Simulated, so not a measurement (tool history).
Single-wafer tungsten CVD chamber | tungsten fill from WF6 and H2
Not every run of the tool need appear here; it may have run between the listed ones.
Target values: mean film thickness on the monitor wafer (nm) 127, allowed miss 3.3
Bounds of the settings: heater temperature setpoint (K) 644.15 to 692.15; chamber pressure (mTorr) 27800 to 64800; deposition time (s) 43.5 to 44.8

| run | hour | heater temperature setpoint (K) | chamber pressure (mTorr) | deposition time (s) | mean film thickness on the monitor wafer (nm) |
|---|---|---|---|---|---|
| 1 | 0 | 668.15 | 46300 | 43.5 | 146.24 |
| 2 | 0.9 | 676.15 | 46300 | 43.5 | 168.26 |
| 3 | 7.8 | 676.15 | 39600 | 43.5 | 153.7 |
| 4 | 10.7 | 673.15 | 39400 | 43.5 | 143.61 |
| 5 | 17.8 | 673.15 | 39400 | 44.8 | 148.19 |
| 6 | 22.8 | 671.15 | 39300 | 44.8 | 142.16 |
| 7 | 29.1 | 670.15 | 39200 | 44.8 | 139.53 |
| 8 | 36.3 | 669.15 | 39100 | 44.8 | 137.74 |
| 9 | 43.9 | 668.15 | 39000 | 44.8 | 135.74 |

Exactly one of the 5 candidate moves below puts every result within its allowed miss. Which one?
| A | 51.5 | 671.15 | 39000 | 44.8 | ? |
| B | 51.5 | 677.15 | 35400 | 43.7 | ? |
| C | 51.5 | 665.15 | 45400 | 44.8 | ? |
| D | 51.5 | 665.15 | 50200 | 44.8 | ? |
| E | 51.5 | 663.15 | 41000 | 44.8 | ? |

| move | mean film thickness on the monitor wafer (nm) |
|---|---|
| A | 143.95 |
| B | 146.4 |
| C | 141.68 |
| D | 150.34 |
| E | 128.19 |
A: moves away from the targets compared with the last run
B: moves away from the targets compared with the last run
C: moves away from the targets compared with the last run
D: moves away from the targets compared with the last run
E: meets every target
Go with E: it meets all targets.
